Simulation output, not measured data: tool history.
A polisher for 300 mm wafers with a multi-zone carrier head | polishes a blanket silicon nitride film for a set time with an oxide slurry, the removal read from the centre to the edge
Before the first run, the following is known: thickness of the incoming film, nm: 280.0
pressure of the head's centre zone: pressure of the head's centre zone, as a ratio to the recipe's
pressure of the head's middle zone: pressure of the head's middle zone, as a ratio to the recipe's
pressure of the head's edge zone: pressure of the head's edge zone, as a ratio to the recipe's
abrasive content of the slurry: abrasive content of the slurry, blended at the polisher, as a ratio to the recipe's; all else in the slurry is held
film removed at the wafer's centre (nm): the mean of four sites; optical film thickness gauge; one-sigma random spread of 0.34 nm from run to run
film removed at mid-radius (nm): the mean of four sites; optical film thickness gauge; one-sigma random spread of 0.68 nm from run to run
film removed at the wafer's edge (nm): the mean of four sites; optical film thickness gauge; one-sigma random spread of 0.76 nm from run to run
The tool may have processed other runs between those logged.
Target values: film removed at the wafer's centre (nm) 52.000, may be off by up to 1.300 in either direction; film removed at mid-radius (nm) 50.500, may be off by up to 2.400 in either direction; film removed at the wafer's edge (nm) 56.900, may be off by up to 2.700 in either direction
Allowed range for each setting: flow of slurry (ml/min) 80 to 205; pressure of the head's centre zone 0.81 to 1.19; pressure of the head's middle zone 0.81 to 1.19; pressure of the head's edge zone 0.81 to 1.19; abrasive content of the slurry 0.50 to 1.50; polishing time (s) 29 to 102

run	day	flow of slurry (ml/min)	pressure of the head's centre zone	pressure of the head's middle zone	pressure of the head's edge zone	abrasive content of the slurry	polishing time (s)	film removed at the wafer's centre (nm)	film removed at mid-radius (nm)	film removed at the wafer's edge (nm)
1	0.000	135	1.00	1.00	1.00	1.00	65	49.452	44.576	46.604
2	0.262	115	1.00	1.00	1.00	1.00	65	47.578	43.633	45.179
3	0.462	115	1.00	1.00	1.00	0.80	65	44.090	39.029	40.697
4	0.629	115	1.00	1.00	1.08	0.80	65	43.374	39.013	42.049
5	0.854	115	1.05	1.00	1.08	0.80	65	46.053	38.965	42.447
6	1.179	115	1.05	1.00	1.15	0.80	65	45.608	39.229	45.147
7	1.542	130	1.03	1.02	1.16	0.90	65	48.312	42.659	47.175
8	1.712	130	1.01	1.02	1.17	1.00	65	48.988	45.528	50.167
9	1.804	135	1.00	1.01	1.18	1.05	65	49.470	46.282	51.728
10	2.104	140	0.99	1.01	1.18	1.10	65	50.175	46.691	51.337

Below are 4 possible settings for the next run. Only one of them brings all results inside the allowed miss of their targets. Which is it?
A	2.404	165	1.07	1.15	0.97	0.90	65	?	?	?
B	2.404	115	0.94	0.89	1.19	1.10	71	?	?	?
C	2.404	160	0.92	0.98	1.18	0.95	74	?	?	?
D	2.404	175	1.09	0.96	1.11	1.00	62	?	?	?

move	film removed at the wafer's centre (nm)	film removed at mid-radius (nm)	film removed at the wafer's edge (nm)
A	52.296	49.548	44.448
B	50.182	44.244	55.530
C	51.907	50.149	56.871
D	53.308	42.646	47.538
A: misses by more than the last run did
B: puts the biggest miss on target and leaves a different result outside tolerance
C: all results in spec
D: misses by more than the last run did
So the answer is move C, the one that meets all the targets.

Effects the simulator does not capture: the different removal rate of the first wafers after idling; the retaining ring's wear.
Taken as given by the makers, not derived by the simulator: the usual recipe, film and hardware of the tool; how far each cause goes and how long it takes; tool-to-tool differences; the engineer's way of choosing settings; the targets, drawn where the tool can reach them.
